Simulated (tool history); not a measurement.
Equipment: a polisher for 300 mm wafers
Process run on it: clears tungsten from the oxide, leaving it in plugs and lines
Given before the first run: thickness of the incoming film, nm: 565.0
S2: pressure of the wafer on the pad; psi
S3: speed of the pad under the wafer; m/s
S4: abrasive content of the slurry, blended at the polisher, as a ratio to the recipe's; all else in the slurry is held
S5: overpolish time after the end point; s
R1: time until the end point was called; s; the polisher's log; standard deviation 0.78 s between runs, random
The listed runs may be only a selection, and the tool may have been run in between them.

{"run": 1, "hour": 0.0, "flow of slurry (ml/min)": 280, "S2": 4.1, "S3": 0.98, "S4": 1, "S5": 7, "R1": 106.38}
{"run": 2, "hour": 5.9, "flow of slurry (ml/min)": 280, "S2": 4.1, "S3": 0.98, "S4": 1.1, "S5": 7, "R1": 105.61}
{"run": 3, "hour": 13.8, "flow of slurry (ml/min)": 280, "S2": 4.1, "S3": 0.98, "S4": 1.25, "S5": 7, "R1": 101.19}
{"run": 4, "hour": 22.3, "flow of slurry (ml/min)": 280, "S2": 4.3, "S3": 0.98, "S4": 1.25, "S5": 7, "R1": 96.673}
{"run": 5, "hour": 29.5, "flow of slurry (ml/min)": 210, "S2": 4.3, "S3": 0.98, "S4": 1.25, "S5": 7, "R1": 101.67}
{"run": 6, "hour": 34.1, "flow of slurry (ml/min)": 220, "S2": 4.5, "S3": 0.98, "S4": 1.25, "S5": 7, "R1": 97.441}

Expected results for the next run?
{"run": 7, "hour": 35.0, "flow of slurry (ml/min)": 235, "S2": 4.7, "S3": 0.98, "S4": 1.25, "S5": 7, "R1": "?"}

{"run 7": {"R1": 92.967}}
